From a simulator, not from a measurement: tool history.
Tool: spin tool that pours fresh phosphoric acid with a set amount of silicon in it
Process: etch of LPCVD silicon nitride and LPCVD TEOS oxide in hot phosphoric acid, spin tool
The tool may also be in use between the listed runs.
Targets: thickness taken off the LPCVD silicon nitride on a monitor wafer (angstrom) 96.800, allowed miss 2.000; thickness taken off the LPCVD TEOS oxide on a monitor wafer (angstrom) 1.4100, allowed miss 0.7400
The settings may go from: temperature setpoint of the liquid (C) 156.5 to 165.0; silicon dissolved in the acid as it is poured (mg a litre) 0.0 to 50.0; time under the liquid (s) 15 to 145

run  hour  temperature setpoint of the liquid (C)  silicon dissolved in the acid as it is poured (mg a litre)  time under the liquid (s)  thickness taken off the LPCVD silicon nitride on a monitor wafer (angstrom)  thickness taken off the LPCVD TEOS oxide on a monitor wafer (angstrom)
  1   0.0                                   160.0                                                        28.5                         75                                                                       62.112                                                                  2.2877
  2   1.7                                   160.5                                                        32.5                         80                                                                       66.857                                                                  2.2860
  3   6.8                                   160.5                                                        18.5                         80                                                                       67.110                                                                  4.0217
  4  11.5                                   161.0                                                        24.5                         85                                                                       72.140                                                                  2.2766
  5  17.0                                   161.5                                                        24.0                         90                                                                       77.270                                                                  4.5286
  6  18.2                                   162.5                                                        24.0                         90                                                                       80.691                                                                  4.5796
  7  22.9                                   162.5                                                        24.0                         90                                                                       80.997                                                                  4.3635
  8  29.0                                   162.5                                                        29.0                         95                                                                       84.711                                                                  4.4751
  9  34.0                                   162.0                                                        33.0                        100                                                                       88.053                                                                  3.3490

4 next moves are on the table. One of them brings every result within its allowed miss. Which?
  A  39.0                                   162.0                                                        50.0                        110                                                                            ?                                                                       ?
  B  39.0                                   163.5                                                        25.5                        100                                                                            ?                                                                       ?
  C  39.0                                   161.5                                                        37.5                         95                                                                            ?                                                                       ?
  D  39.0                                   160.0                                                        46.5                         95                                                                            ?                                                                       ?

move  thickness taken off the LPCVD silicon nitride on a monitor wafer (angstrom)  thickness taken off the LPCVD TEOS oxide on a monitor wafer (angstrom)
   A                                                                       96.614                                                                  1.6788
   B                                                                       92.310                                                                  4.8082
   C                                                                       82.061                                                                  2.3404
   D                                                                       78.043                                                                  1.2510
A: meets every target
B: as far off as the last run
C: further off than the last run
D: further off than the last run
Answer: A
